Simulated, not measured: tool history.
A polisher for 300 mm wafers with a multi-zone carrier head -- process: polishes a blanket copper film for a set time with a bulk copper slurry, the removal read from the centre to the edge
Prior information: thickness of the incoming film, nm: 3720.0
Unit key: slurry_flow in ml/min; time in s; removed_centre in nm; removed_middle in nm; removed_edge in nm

run,hour,slurry_flow,centre_zone,middle_zone,edge_zone,slurry_solids,time,removed_centre,removed_middle,removed_edge
1,0,220,1,1,1,1,32,379.23,372.03,372.25
2,5.6,215,0.96,1.01,0.96,0.85,30,318.13,329.58,322.66
3,13.2,215,0.96,1.01,0.96,0.85,36,384.14,402.54,395.18
4,13.7,210,0.93,1.02,0.93,0.75,34,336.16,372.89,344.28
5,16.9,230,0.93,1.02,0.93,0.75,34,333.31,369,348.88
6,23.8,230,0.93,1.02,1.02,0.75,34,341.88,373.24,362.57
7,28.4,205,0.87,1.03,0.92,0.5,25,191.41,224.78,209.74
8,31.9,225,0.88,1.05,0.96,0.55,25,205.09,247.78,227.71

Expected results for the next run?
9,38.5,245,0.89,1.05,0.97,0.55,25,?,?,?

{"run 9": {"removed_centre": 207.01, "removed_middle": 252.57, "removed_edge": 231.61}}
